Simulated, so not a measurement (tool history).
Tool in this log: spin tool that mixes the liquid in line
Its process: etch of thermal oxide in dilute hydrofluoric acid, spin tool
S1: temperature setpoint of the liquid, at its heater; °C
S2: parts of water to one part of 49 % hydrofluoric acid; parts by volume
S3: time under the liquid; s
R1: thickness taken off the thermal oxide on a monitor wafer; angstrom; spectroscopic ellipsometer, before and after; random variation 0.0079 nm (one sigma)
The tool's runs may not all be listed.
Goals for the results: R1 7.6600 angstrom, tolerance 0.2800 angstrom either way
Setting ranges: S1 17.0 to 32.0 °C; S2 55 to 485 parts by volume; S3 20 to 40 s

run,hour,S1,S2,S3,R1
1,0.0,24.0,270,40,6.4590
2,2.6,24.5,270,40,6.7031
3,4.2,25.0,270,40,6.5682
4,6.2,25.0,350,40,4.8390
5,8.5,26.0,340,40,5.1077
6,12.0,26.0,285,40,6.4744
7,20.0,27.0,285,40,6.6548
8,27.7,27.5,285,40,6.9290
9,30.7,28.0,285,40,7.0032
10,32.2,28.5,285,40,6.9539
11,38.5,29.0,285,40,7.0623
12,45.9,29.5,285,40,7.1380

Which of these 5 next moves meets every target?
A,53.3,30.0,305,40,?
B,53.3,29.0,315,40,?
C,53.3,31.5,290,40,?
D,53.3,28.0,305,40,?
E,53.3,30.5,305,40,?

move,R1
A,6.7730
B,6.2842
C,7.5961
D,6.3548
E,6.8801
A: its largest miss is bigger than the last run's
B: its largest miss is bigger than the last run's
C: meets every target
D: its largest miss is bigger than the last run's
E: its largest miss is bigger than the last run's
Move C is the one to make.

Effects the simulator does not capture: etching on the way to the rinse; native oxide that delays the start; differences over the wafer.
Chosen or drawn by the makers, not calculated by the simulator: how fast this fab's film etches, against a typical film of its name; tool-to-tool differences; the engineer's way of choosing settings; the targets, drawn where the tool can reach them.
